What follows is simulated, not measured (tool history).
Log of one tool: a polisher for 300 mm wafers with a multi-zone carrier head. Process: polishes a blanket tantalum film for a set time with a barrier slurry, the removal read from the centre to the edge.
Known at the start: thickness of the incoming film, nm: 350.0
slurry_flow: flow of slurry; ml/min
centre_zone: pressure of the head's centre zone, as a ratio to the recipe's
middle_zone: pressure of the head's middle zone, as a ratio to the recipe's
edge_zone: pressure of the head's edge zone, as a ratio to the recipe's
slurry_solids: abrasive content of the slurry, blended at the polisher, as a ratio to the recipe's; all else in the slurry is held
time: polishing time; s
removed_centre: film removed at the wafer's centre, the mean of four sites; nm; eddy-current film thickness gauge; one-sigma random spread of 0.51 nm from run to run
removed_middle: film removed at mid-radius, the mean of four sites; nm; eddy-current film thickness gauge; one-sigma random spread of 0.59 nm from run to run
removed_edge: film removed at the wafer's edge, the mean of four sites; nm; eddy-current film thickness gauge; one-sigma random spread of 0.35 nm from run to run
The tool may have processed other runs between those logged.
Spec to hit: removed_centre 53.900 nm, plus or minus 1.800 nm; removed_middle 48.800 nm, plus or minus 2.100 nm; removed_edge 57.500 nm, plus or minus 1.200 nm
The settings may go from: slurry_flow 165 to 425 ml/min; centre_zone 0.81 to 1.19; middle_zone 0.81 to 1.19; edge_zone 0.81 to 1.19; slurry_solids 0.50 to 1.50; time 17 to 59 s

{"run": 1, "hour": 0.0, "slurry_flow": 275, "centre_zone": 1.0, "middle_zone": 1.0, "edge_zone": 1.0, "slurry_solids": 1.0, "time": 38, "removed_centre": 39.899, "removed_middle": 41.178, "removed_edge": 41.269}
{"run": 2, "hour": 6.4, "slurry_flow": 275, "centre_zone": 1.0, "middle_zone": 1.08, "edge_zone": 1.0, "slurry_solids": 1.0, "time": 38, "removed_centre": 40.053, "removed_middle": 43.534, "removed_edge": 41.136}
{"run": 3, "hour": 7.8, "slurry_flow": 280, "centre_zone": 1.02, "middle_zone": 1.03, "edge_zone": 1.06, "slurry_solids": 1.15, "time": 39, "removed_centre": 43.225, "removed_middle": 44.212, "removed_edge": 45.133}
{"run": 4, "hour": 13.3, "slurry_flow": 290, "centre_zone": 1.03, "middle_zone": 1.01, "edge_zone": 1.1, "slurry_solids": 1.25, "time": 40, "removed_centre": 45.907, "removed_middle": 45.618, "removed_edge": 47.925}
{"run": 5, "hour": 19.3, "slurry_flow": 240, "centre_zone": 1.03, "middle_zone": 1.01, "edge_zone": 1.1, "slurry_solids": 1.25, "time": 40, "removed_centre": 45.01, "removed_middle": 44.761, "removed_edge": 47.086}
{"run": 6, "hour": 23.2, "slurry_flow": 240, "centre_zone": 1.03, "middle_zone": 1.01, "edge_zone": 1.1, "slurry_solids": 1.1, "time": 40, "removed_centre": 44.214, "removed_middle": 43.799, "removed_edge": 46.237}
{"run": 7, "hour": 30.3, "slurry_flow": 255, "centre_zone": 1.04, "middle_zone": 0.99, "edge_zone": 1.13, "slurry_solids": 1.2, "time": 41, "removed_centre": 46.311, "removed_middle": 44.528, "removed_edge": 48.856}
{"run": 8, "hour": 33.1, "slurry_flow": 265, "centre_zone": 1.05, "middle_zone": 0.98, "edge_zone": 1.15, "slurry_solids": 1.3, "time": 42, "removed_centre": 48.661, "removed_middle": 47.358, "removed_edge": 50.961}
{"run": 9, "hour": 39.0, "slurry_flow": 260, "centre_zone": 1.05, "middle_zone": 0.94, "edge_zone": 1.16, "slurry_solids": 1.35, "time": 43, "removed_centre": 49.885, "removed_middle": 47.187, "removed_edge": 52.525}
{"run": 10, "hour": 39.7, "slurry_flow": 265, "centre_zone": 1.05, "middle_zone": 0.91, "edge_zone": 1.17, "slurry_solids": 1.4, "time": 44, "removed_centre": 51.816, "removed_middle": 46.31, "removed_edge": 54.685}
{"run": 11, "hour": 44.5, "slurry_flow": 275, "centre_zone": 1.05, "middle_zone": 0.91, "edge_zone": 1.18, "slurry_solids": 1.45, "time": 44, "removed_centre": 52.62, "removed_middle": 46.535, "removed_edge": 55.415}
{"run": 12, "hour": 47.6, "slurry_flow": 280, "centre_zone": 1.05, "middle_zone": 0.92, "edge_zone": 1.18, "slurry_solids": 1.45, "time": 44, "removed_centre": 52.347, "removed_middle": 48.07, "removed_edge": 55.601}
{"run": 13, "hour": 56.2, "slurry_flow": 285, "centre_zone": 1.05, "middle_zone": 0.91, "edge_zone": 1.18, "slurry_solids": 1.45, "time": 44, "removed_centre": 52.225, "removed_middle": 47.605, "removed_edge": 55.818}
{"run": 14, "hour": 61.6, "slurry_flow": 295, "centre_zone": 1.05, "middle_zone": 0.91, "edge_zone": 1.18, "slurry_solids": 1.45, "time": 44, "removed_centre": 52.974, "removed_middle": 47.726, "removed_edge": 56.019}

Exactly one of the 4 candidate moves below puts every result within its allowed miss. Which one?
{"run": "A", "hour": 67.0, "slurry_flow": 245, "centre_zone": 1.07, "middle_zone": 0.95, "edge_zone": 1.16, "slurry_solids": 1.5, "time": 44, "removed_centre": "?", "removed_middle": "?", "removed_edge": "?"}
{"run": "B", "hour": 67.0, "slurry_flow": 220, "centre_zone": 1.14, "middle_zone": 0.95, "edge_zone": 1.18, "slurry_solids": 1.3, "time": 44, "removed_centre": "?", "removed_middle": "?", "removed_edge": "?"}
{"run": "C", "hour": 67.0, "slurry_flow": 290, "centre_zone": 1.07, "middle_zone": 0.91, "edge_zone": 1.17, "slurry_solids": 1.4, "time": 43, "removed_centre": "?", "removed_middle": "?", "removed_edge": "?"}
{"run": "D", "hour": 67.0, "slurry_flow": 350, "centre_zone": 1.04, "middle_zone": 0.9, "edge_zone": 1.18, "slurry_solids": 1.45, "time": 45, "removed_centre": "?", "removed_middle": "?", "removed_edge": "?"}

move=A removed_centre=52.408 removed_middle=49.141 removed_edge=54.301
move=B removed_centre=53.295 removed_middle=47.249 removed_edge=52.774
move=C removed_centre=51.416 removed_middle=46.442 removed_edge=53.225
move=D removed_centre=53.716 removed_middle=49.243 removed_edge=56.967
A: further off than the last run
B: further off than the last run
C: further off than the last run
D: meets every target
Go with D: it meets all targets.

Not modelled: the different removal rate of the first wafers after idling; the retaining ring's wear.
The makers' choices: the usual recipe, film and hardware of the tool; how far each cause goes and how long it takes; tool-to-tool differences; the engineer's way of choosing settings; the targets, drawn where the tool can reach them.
